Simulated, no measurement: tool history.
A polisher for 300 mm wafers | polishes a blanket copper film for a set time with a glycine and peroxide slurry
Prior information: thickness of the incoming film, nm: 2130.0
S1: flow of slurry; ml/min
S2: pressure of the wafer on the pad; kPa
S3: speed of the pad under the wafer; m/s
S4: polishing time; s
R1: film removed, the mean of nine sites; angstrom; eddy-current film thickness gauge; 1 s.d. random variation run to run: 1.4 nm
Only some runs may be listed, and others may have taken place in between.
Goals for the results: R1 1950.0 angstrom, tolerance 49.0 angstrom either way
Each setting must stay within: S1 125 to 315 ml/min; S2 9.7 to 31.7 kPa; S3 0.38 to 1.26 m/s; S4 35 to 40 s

{"run": 1, "hour": 0.0, "S1": 205, "S2": 20.7, "S3": 0.82, "S4": 40, "R1": 1678.6}
{"run": 2, "hour": 8.6, "S1": 210, "S2": 21.4, "S3": 0.82, "S4": 40, "R1": 1719.6}
{"run": 3, "hour": 16.4, "S1": 210, "S2": 21.4, "S3": 0.98, "S4": 40, "R1": 2002.3}
{"run": 4, "hour": 19.8, "S1": 230, "S2": 21.4, "S3": 0.98, "S4": 40, "R1": 2004.7}
{"run": 5, "hour": 22.0, "S1": 230, "S2": 25.5, "S3": 0.98, "S4": 40, "R1": 2357.1}
{"run": 6, "hour": 25.2, "S1": 230, "S2": 25.5, "S3": 0.98, "S4": 40, "R1": 2359.5}
{"run": 7, "hour": 30.2, "S1": 230, "S2": 24.8, "S3": 0.98, "S4": 40, "R1": 2314.4}
{"run": 8, "hour": 31.3, "S1": 230, "S2": 24.1, "S3": 0.98, "S4": 40, "R1": 2211.8}
{"run": 9, "hour": 32.3, "S1": 230, "S2": 24.1, "S3": 0.98, "S4": 40, "R1": 2234.8}

Next run, 4 choices. One meets every target within its allowed miss, the rest don't. Which?
{"run": "A", "hour": 33.3, "S1": 230, "S2": 26.2, "S3": 1.06, "S4": 40, "R1": "?"}
{"run": "B", "hour": 33.3, "S1": 275, "S2": 26.2, "S3": 0.82, "S4": 39, "R1": "?"}
{"run": "C", "hour": 33.3, "S1": 255, "S2": 25.5, "S3": 1.04, "S4": 40, "R1": "?"}
{"run": "D", "hour": 33.3, "S1": 225, "S2": 23.4, "S3": 0.9, "S4": 38, "R1": "?"}

move=A R1=2592.4
move=B R1=2068.6
move=C R1=2520.7
move=D R1=1941.7
A: lands further from the targets than the last run did
B: an improvement on the last run, though not all results are within tolerance
C: lands further from the targets than the last run did
D: in spec on every target
The right move is D.

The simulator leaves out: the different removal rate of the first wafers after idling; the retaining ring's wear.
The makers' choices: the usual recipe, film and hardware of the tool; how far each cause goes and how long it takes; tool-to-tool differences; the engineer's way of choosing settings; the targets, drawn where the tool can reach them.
